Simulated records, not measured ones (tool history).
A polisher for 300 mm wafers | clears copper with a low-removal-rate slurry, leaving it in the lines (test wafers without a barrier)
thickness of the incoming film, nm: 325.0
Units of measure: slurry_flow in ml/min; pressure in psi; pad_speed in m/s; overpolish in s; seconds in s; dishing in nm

run,hour,slurry_flow,pressure,pad_speed,slurry_solids,overpolish,seconds,dishing
1,0.0,250,3.3,1.36,1.00,25,84.922,53.048
2,6.3,250,3.3,1.08,1.00,25,105.590,44.399
3,12.1,250,2.4,1.08,1.00,25,143.490,34.179
4,12.7,250,2.4,1.08,1.00,35,144.340,44.196
5,19.9,250,2.4,1.08,0.85,35,149.200,41.549
6,20.8,250,2.8,1.12,0.80,31,126.690,43.718
7,29.1,260,3.1,1.14,0.75,28,112.660,46.851
8,32.5,190,4.1,1.48,1.00,16,66.192,46.391
9,40.4,200,4.2,1.48,1.00,15,63.921,45.627
10,46.1,215,4.3,1.48,1.00,14,61.092,43.821

Run 11 comes next. What will it give?
11,50.0,225,4.4,1.48,1.00,14,?,?

Run 11 produced seconds 59.319 s, dishing 45.110 nm.
